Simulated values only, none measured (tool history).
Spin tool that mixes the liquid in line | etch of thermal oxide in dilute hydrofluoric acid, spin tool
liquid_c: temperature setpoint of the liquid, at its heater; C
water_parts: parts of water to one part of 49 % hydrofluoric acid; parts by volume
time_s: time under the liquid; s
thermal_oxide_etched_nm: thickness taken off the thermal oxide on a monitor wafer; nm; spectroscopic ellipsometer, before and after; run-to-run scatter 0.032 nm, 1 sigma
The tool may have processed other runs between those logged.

Run 1, hour 0.0: liquid_c 23.0 C, water_parts 285 parts by volume, time_s 75 s. Result: thermal_oxide_etched_nm 0.95282 nm.
Run 2, hour 8.0: liquid_c 24.0 C, water_parts 265 parts by volume, time_s 75 s. Result: thermal_oxide_etched_nm 1.10710 nm.
Run 3, hour 11.5: liquid_c 25.0 C, water_parts 255 parts by volume, time_s 75 s. Result: thermal_oxide_etched_nm 1.18250 nm.
Run 4, hour 20.0: liquid_c 25.0 C, water_parts 255 parts by volume, time_s 75 s. Result: thermal_oxide_etched_nm 1.18980 nm.
Run 5, hour 25.1: liquid_c 26.0 C, water_parts 240 parts by volume, time_s 75 s. Result: thermal_oxide_etched_nm 1.31050 nm.
Run 6, hour 28.6: liquid_c 26.0 C, water_parts 240 parts by volume, time_s 50 s. Result: thermal_oxide_etched_nm 0.89497 nm.
Run 7, hour 35.0: liquid_c 26.0 C, water_parts 210 parts by volume, time_s 50 s. Result: thermal_oxide_etched_nm 1.03910 nm.
Run 8, hour 38.3: liquid_c 26.5 C, water_parts 185 parts by volume, time_s 50 s. Result: thermal_oxide_etched_nm 1.24270 nm.
Run 9, hour 44.0: liquid_c 26.5 C, water_parts 165 parts by volume, time_s 50 s. Result: thermal_oxide_etched_nm 1.45490 nm.
Run 10, hour 46.3: liquid_c 26.5 C, water_parts 155 parts by volume, time_s 50 s. Result: thermal_oxide_etched_nm 1.52950 nm.
Run 11, hour 49.4: liquid_c 26.5 C, water_parts 145 parts by volume, time_s 50 s. Result: thermal_oxide_etched_nm 1.65850 nm.

Forecast run 12:
Run 12, hour 58.3: liquid_c 30.0 C, water_parts 130 parts by volume, time_s 50 s. Result: thermal_oxide_etched_nm ?.

thermal_oxide_etched_nm: 2.11630 nm

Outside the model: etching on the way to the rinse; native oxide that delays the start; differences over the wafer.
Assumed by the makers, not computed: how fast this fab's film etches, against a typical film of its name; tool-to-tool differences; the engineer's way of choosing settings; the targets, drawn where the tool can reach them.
